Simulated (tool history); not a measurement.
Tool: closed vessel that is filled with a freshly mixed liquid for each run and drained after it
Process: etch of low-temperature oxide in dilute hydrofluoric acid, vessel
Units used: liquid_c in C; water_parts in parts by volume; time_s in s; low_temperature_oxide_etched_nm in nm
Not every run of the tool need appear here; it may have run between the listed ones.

run  hour  liquid_c  water_parts  time_s  low_temperature_oxide_etched_nm
  1     0        21          115     170                            13.58
  2   0.9      21.5          115     170                           13.992
  3   5.2        19          115     170                           12.687
  4    14        19          115     135                           9.9564
  5  22.8        20          115     135                           10.549
  6  31.2        20          115     135                           10.418
  7  37.5        20          115     135                           10.275
  8  38.7      21.5          115     135                             11.1
  9  40.5      22.5          115     135                           11.393
 10    49      23.5          115     135                           12.045
 11  50.1      24.5          115     135                           12.494
 12  52.9        25          115     135                           12.797
 13  57.9      25.5          115     135                           13.025
 14  65.6        26          115     135                           13.225
 15  71.7      26.5          115     135                           13.702
 16  78.2        27          115     135                            13.76

What will run 17 give?
 17  79.7        27          115     135                                ?

Run 17 produced low_temperature_oxide_etched_nm 13.655 nm.

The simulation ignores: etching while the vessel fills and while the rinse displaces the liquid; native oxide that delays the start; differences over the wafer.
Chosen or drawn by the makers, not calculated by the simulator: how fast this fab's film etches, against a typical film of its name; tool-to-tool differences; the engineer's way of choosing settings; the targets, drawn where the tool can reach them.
